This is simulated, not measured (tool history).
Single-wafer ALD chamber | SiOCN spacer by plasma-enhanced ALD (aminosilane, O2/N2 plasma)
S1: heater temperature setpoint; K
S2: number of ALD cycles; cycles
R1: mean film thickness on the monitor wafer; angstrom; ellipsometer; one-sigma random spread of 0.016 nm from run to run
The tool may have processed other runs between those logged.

Run 1, hour 0: S1 698.15 K, S2 101 cycles. Result: R1 56.565 angstrom.
Run 2, hour 3: S1 700.15 K, S2 97 cycles. Result: R1 53.936 angstrom.
Run 3, hour 7.4: S1 702.15 K, S2 94 cycles. Result: R1 51.831 angstrom.
Run 4, hour 14.9: S1 693.15 K, S2 94 cycles. Result: R1 53.506 angstrom.
Run 5, hour 15.6: S1 693.15 K, S2 105 cycles. Result: R1 59.58 angstrom.
Run 6, hour 17.8: S1 695.15 K, S2 100 cycles. Result: R1 56.583 angstrom.

Estimate the outcome of run 7 from the log above:
Run 7, hour 18.6: S1 697.15 K, S2 96 cycles. Result: R1 ?.

Logged for run 7: R1 53.953 angstrom.
